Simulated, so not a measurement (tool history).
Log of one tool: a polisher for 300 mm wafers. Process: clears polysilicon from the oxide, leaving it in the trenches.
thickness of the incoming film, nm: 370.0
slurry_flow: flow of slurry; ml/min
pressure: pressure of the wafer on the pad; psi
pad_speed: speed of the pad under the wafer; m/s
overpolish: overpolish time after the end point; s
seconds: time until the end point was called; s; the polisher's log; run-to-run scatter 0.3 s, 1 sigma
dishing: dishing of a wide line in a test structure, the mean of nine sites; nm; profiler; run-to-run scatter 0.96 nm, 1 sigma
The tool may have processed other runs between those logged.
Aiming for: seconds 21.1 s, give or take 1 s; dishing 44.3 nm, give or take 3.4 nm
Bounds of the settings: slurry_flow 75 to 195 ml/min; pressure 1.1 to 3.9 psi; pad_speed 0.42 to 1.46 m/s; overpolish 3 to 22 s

run  hour  slurry_flow  pressure  pad_speed  overpolish  seconds  dishing
  1     0          125       2.5       0.94          11   34.558    41.91
  2   8.7          130       2.8       0.94          10   31.255   41.729
  3  17.4          105       2.8       0.94          10   32.178   42.623
  4  20.8          120       2.8       0.94          10   31.741   42.731
  5  22.5          125       3.1       0.96           9   27.571   45.525
  6  29.1          135       3.1          1           7   26.223   39.752
  7  31.8          135       3.3          1           7   24.262   41.784
  8  33.4          135       3.4          1           7   23.975   41.455
  9  40.4          135       3.5          1           7   22.952   42.207

Which single option among these 4 for the next run brings every result within its allowed miss of target? Just one does.
  A  47.4          135       3.4       1.24           8        ?        ?
  B  47.4          145       3.7       1.04           8        ?        ?
  C  47.4          150       2.9       1.04           7        ?        ?
  D  47.4          150       3.5       1.22           9        ?        ?

move  seconds  dishing
   A   18.993    45.47
   B   20.508   45.006
   C   25.877   41.642
   D   18.433   46.154
A: pushes the last run's worst result past its target
B: every result within its allowed miss
C: misses by more than the last run did
D: pushes the last run's worst result past its target
The right move is B.
